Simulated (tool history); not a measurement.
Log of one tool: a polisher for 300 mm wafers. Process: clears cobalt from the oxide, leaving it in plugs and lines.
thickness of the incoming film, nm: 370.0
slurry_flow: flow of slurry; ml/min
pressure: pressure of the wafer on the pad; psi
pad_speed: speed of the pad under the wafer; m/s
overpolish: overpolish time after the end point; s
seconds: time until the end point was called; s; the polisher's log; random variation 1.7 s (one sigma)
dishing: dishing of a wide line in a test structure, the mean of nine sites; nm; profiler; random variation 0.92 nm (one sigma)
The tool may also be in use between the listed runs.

run  hour  slurry_flow  pressure  pad_speed  overpolish  seconds  dishing
  1     0          305       1.4       1.02          21   108.15   39.067
  2   8.1          305       1.3       1.02          22   116.51     39.4
  3    16          305       1.3       1.02          13   114.89   29.371
  4  23.8          305       1.2       1.02          15   120.36   30.981
  5  25.2          305       1.2       1.22          15   102.86   35.221
  6  27.7          305       1.5       1.22          15   86.212   37.051
     36.1  -- slurry nozzle cleaned
  7  36.1          305       1.4       1.18          17   91.734   39.772
  8  37.2          305       1.3       1.16          18   100.34   40.096
  9  44.9          305       1.3       1.16          18   96.501   37.556
 10  50.7          305       1.2       1.12          20   107.33   37.931

Run 11 comes next. What will it give?
 11  56.2          305       1.1       1.08          22        ?        ?

seconds: 121.13 s
dishing: 36.282 nm
